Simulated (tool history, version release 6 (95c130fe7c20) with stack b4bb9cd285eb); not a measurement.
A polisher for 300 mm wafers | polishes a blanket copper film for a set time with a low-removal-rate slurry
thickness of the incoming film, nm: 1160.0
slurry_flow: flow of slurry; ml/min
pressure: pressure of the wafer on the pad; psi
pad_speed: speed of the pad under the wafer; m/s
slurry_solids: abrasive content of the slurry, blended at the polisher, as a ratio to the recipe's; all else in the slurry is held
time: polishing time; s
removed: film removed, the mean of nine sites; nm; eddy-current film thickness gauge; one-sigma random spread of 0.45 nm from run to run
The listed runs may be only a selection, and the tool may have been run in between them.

Run 1, hour 0: slurry_flow 185 ml/min, pressure 2.4 psi, pad_speed 0.88 m/s, slurry_solids 1, time 26 s. Result: removed 61.995 nm.
Run 2, hour 8.5: slurry_flow 185 ml/min, pressure 2.9 psi, pad_speed 0.88 m/s, slurry_solids 1, time 26 s. Result: removed 71.421 nm.
Run 3, hour 15.6: slurry_flow 185 ml/min, pressure 2.9 psi, pad_speed 0.88 m/s, slurry_solids 1, time 23 s. Result: removed 62.043 nm.
Run 4, hour 19.7: slurry_flow 140 ml/min, pressure 2.9 psi, pad_speed 0.88 m/s, slurry_solids 1, time 23 s. Result: removed 61.693 nm.
Run 5, hour 27.9: slurry_flow 140 ml/min, pressure 2.9 psi, pad_speed 0.88 m/s, slurry_solids 1.1, time 23 s. Result: removed 62.184 nm.
Run 6, hour 30.9: slurry_flow 140 ml/min, pressure 2.9 psi, pad_speed 0.88 m/s, slurry_solids 1.1, time 26 s. Result: removed 71.93 nm.
Run 7, hour 31.5: slurry_flow 140 ml/min, pressure 2.6 psi, pad_speed 0.82 m/s, slurry_solids 1.1, time 26 s. Result: removed 59.507 nm.
Run 8, hour 40.2: slurry_flow 140 ml/min, pressure 2.3 psi, pad_speed 0.78 m/s, slurry_solids 1.1, time 26 s. Result: removed 50.623 nm.

What will run 9 give?
Run 9, hour 43.8: slurry_flow 140 ml/min, pressure 2.1 psi, pad_speed 0.76 m/s, slurry_solids 1.1, time 26 s. Result: removed ?.

removed: 44.595 nm
